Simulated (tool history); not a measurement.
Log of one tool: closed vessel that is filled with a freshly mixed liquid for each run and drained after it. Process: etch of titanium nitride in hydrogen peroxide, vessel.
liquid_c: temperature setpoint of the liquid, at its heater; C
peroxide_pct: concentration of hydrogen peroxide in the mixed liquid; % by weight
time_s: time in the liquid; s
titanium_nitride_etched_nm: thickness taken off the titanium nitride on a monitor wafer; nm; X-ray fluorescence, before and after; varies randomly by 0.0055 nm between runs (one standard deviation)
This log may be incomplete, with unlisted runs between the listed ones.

run  hour  liquid_c  peroxide_pct  time_s  titanium_nitride_etched_nm
  1   0.0      44.0          19.5     190                      5.5996
  2   3.2      41.5          18.0     180                      4.2945
  3  10.3      34.5          18.0     180                      2.5090
  4  16.7      32.0          18.0     180                      2.0432
  5  21.9      32.0          17.0     170                      1.9068
  6  23.5      32.0          16.5     170                      1.8968
  7  30.0      32.0          16.0     170                      1.8857
  8  32.3      32.0          15.5     170                      1.8703
  9  33.5      32.0          15.0     170                      1.8486
 10  34.8      32.0          14.5     170                      1.8445
 11  41.2      32.0          14.0     165                      1.7867

Run 12, settings as shown, results not yet in. Your forecast:
 12  43.1      32.0          13.5     165                           ?

Run 12 produced titanium_nitride_etched_nm 1.7723 nm.

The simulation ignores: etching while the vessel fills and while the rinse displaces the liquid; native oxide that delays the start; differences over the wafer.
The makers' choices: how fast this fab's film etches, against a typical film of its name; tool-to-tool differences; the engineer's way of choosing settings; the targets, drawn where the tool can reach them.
